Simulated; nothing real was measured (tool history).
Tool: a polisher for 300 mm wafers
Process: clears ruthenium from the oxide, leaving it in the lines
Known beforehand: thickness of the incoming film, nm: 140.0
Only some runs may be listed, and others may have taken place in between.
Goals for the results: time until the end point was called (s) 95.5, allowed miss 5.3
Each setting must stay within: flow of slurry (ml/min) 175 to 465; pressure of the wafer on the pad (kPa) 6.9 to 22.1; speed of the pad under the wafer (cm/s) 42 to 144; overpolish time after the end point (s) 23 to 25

| run | hour | flow of slurry (ml/min) | pressure of the wafer on the pad (kPa) | speed of the pad under the wafer (cm/s) | overpolish time after the end point (s) | time until the end point was called (s) |
|---|---|---|---|---|---|---|
| 1 | 0 | 295 | 14.5 | 92 | 23 | 124.38 |
| 2 | 8.3 | 295 | 15.2 | 92 | 23 | 123.39 |
| 3 | 12.6 | 295 | 15.2 | 92 | 23 | 122.02 |
| 4 | 20.6 | 295 | 15.2 | 74 | 23 | 140.03 |
| 5 | 29.3 | 295 | 15.9 | 74 | 23 | 142.39 |
| 6 | 34.8 | 250 | 15.9 | 74 | 23 | 141.41 |
| 7 | 36.7 | 250 | 16.5 | 76 | 23 | 136.62 |
| 8 | 39.5 | 250 | 17.2 | 78 | 23 | 130.51 |
| 9 | 43.2 | 250 | 21.4 | 84 | 23 | 105.84 |

Which one of the following 5 next-run settings gets every result inside its allowed miss? There is exactly one.
| A | 46.9 | 245 | 18.6 | 84 | 23 | ? |
| B | 46.9 | 225 | 21.4 | 76 | 25 | ? |
| C | 46.9 | 245 | 22.1 | 94 | 23 | ? |
| D | 46.9 | 290 | 20 | 80 | 23 | ? |
| E | 46.9 | 205 | 22.1 | 68 | 25 | ? |

| move | time until the end point was called (s) |
|---|---|
| A | 116.23 |
| B | 115.2 |
| C | 94.483 |
| D | 112.68 |
| E | 123.99 |
A: lands further from the targets than the last run did
B: lands further from the targets than the last run did
C: meets every target
D: lands further from the targets than the last run did
E: lands further from the targets than the last run did
The move that meets every target is C.
